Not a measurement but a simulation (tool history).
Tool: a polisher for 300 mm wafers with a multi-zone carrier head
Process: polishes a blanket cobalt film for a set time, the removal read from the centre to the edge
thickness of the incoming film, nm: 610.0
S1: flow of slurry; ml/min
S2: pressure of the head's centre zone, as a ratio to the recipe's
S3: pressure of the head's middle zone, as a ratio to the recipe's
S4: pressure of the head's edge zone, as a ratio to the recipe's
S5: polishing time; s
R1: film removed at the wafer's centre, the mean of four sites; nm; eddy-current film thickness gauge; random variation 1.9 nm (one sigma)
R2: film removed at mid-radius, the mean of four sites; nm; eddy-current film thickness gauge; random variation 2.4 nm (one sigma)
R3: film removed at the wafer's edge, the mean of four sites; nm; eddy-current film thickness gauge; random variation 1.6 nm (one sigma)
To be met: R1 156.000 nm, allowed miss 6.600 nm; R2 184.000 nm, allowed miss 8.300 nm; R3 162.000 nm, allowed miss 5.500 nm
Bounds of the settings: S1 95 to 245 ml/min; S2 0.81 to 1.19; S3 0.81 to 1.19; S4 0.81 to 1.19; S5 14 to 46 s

{"run": 1, "hour": 0.0, "S1": 155, "S2": 1.0, "S3": 1.0, "S4": 1.0, "S5": 30, "R1": 119.67, "R2": 123.67, "R3": 118.03}
{"run": 2, "hour": 3.9, "S1": 155, "S2": 1.0, "S3": 1.0, "S4": 1.0, "S5": 25, "R1": 98.913, "R2": 103.46, "R3": 100.21}
{"run": 3, "hour": 10.9, "S1": 155, "S2": 1.0, "S3": 0.96, "S4": 1.0, "S5": 25, "R1": 98.813, "R2": 98.159, "R3": 100.59}
{"run": 4, "hour": 14.3, "S1": 155, "S2": 1.0, "S3": 0.91, "S4": 1.0, "S5": 25, "R1": 98.175, "R2": 94.599, "R3": 100.71}
{"run": 5, "hour": 19.5, "S1": 130, "S2": 1.0, "S3": 0.91, "S4": 1.0, "S5": 25, "R1": 95.393, "R2": 91.226, "R3": 96.206}
{"run": 6, "hour": 23.8, "S1": 130, "S2": 1.07, "S3": 0.91, "S4": 1.0, "S5": 25, "R1": 101.74, "R2": 90.528, "R3": 95.536}
{"run": 7, "hour": 25.5, "S1": 130, "S2": 1.07, "S3": 0.91, "S4": 1.0, "S5": 25, "R1": 101.12, "R2": 92.77, "R3": 95.512}
{"run": 8, "hour": 31.5, "S1": 130, "S2": 1.07, "S3": 0.91, "S4": 1.0, "S5": 25, "R1": 102.04, "R2": 90.534, "R3": 95.476}
{"run": 9, "hour": 35.4, "S1": 155, "S2": 1.05, "S3": 0.98, "S4": 1.03, "S5": 28, "R1": 114.11, "R2": 112.07, "R3": 110.32}
{"run": 10, "hour": 36.9, "S1": 175, "S2": 1.04, "S3": 1.02, "S4": 1.05, "S5": 30, "R1": 125.35, "R2": 126.99, "R3": 121.36}
{"run": 11, "hour": 43.1, "S1": 185, "S2": 1.02, "S3": 1.05, "S4": 1.07, "S5": 32, "R1": 132.29, "R2": 137.79, "R3": 133.6}
{"run": 12, "hour": 47.1, "S1": 195, "S2": 1.01, "S3": 1.09, "S4": 1.07, "S5": 33, "R1": 140.63, "R2": 153.02, "R3": 140.16}
{"run": 13, "hour": 54.9, "S1": 200, "S2": 1.0, "S3": 1.11, "S4": 1.09, "S5": 34, "R1": 140.22, "R2": 160.85, "R3": 144.99}
{"run": 14, "hour": 62.0, "S1": 205, "S2": 1.0, "S3": 1.12, "S4": 1.1, "S5": 35, "R1": 144.74, "R2": 166.56, "R3": 149.9}
{"run": 15, "hour": 69.1, "S1": 210, "S2": 1.0, "S3": 1.13, "S4": 1.11, "S5": 35, "R1": 150.4, "R2": 171.5, "R3": 152.18}
{"run": 16, "hour": 77.3, "S1": 210, "S2": 1.0, "S3": 1.13, "S4": 1.11, "S5": 35, "R1": 147.16, "R2": 169.5, "R3": 149.84}

5 next moves are on the table. One of them brings every result within its allowed miss. Which?
{"run": "A", "hour": 85.5, "S1": 230, "S2": 1.01, "S3": 0.98, "S4": 1.15, "S5": 40, "R1": "?", "R2": "?", "R3": "?"}
{"run": "B", "hour": 85.5, "S1": 190, "S2": 1.03, "S3": 1.19, "S4": 0.99, "S5": 37, "R1": "?", "R2": "?", "R3": "?"}
{"run": "C", "hour": 85.5, "S1": 160, "S2": 0.98, "S3": 1.13, "S4": 1.03, "S5": 40, "R1": "?", "R2": "?", "R3": "?"}
{"run": "D", "hour": 85.5, "S1": 225, "S2": 1.14, "S3": 1.04, "S4": 1.08, "S5": 35, "R1": "?", "R2": "?", "R3": "?"}
{"run": "E", "hour": 85.5, "S1": 190, "S2": 0.81, "S3": 1.17, "S4": 1.1, "S5": 41, "R1": "?", "R2": "?", "R3": "?"}

move=A R1=169.540 R2=170.620 R3=177.260
move=B R1=155.340 R2=181.230 R3=148.660
move=C R1=154.300 R2=181.790 R3=160.360
move=D R1=167.120 R2=156.440 R3=149.780
move=E R1=135.070 R2=198.100 R3=173.560
A: takes the result that was furthest off past its target
B: further off than the last run
C: meets every target
D: further off than the last run
E: takes the result that was furthest off past its target
Move C is the one to make.

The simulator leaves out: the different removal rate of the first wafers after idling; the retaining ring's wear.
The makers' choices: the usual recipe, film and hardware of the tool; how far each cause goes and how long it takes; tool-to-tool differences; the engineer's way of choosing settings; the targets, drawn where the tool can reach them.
